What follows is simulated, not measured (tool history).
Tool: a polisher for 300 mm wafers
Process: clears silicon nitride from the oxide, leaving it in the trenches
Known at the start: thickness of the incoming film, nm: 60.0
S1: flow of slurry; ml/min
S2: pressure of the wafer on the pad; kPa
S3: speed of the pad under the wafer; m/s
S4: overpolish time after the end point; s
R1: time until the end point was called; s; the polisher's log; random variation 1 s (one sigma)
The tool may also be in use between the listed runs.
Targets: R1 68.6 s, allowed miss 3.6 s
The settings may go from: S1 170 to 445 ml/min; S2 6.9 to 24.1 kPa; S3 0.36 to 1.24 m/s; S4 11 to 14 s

run	hour	S1	S2	S3	S4	R1
1	0	285	15.2	0.8	14	123.64
2	7.9	285	15.2	0.8	14	122.33
3	10.1	285	15.2	0.94	14	104.67
4	17.2	285	13.1	0.94	14	117.57
5	21.1	235	13.1	0.94	14	116.34
6	28.1	235	15.2	0.94	14	107.53
7	32.7	235	17.2	0.96	14	94.822
8	40	235	21.4	1	14	77.895

Which of these 4 next moves meets every target?
A	47.3	355	22.8	1.2	14	?
B	47.3	265	20.7	1.18	14	?
C	47.3	235	24.1	1.22	12	?
D	47.3	250	22.1	1	11	?

move	R1
A	62.912
B	69.629
C	60.891
D	78.542
A: takes the result that was furthest off past its target
B: meets every target
C: takes the result that was furthest off past its target
D: further off than the last run
Move B is the one to make.
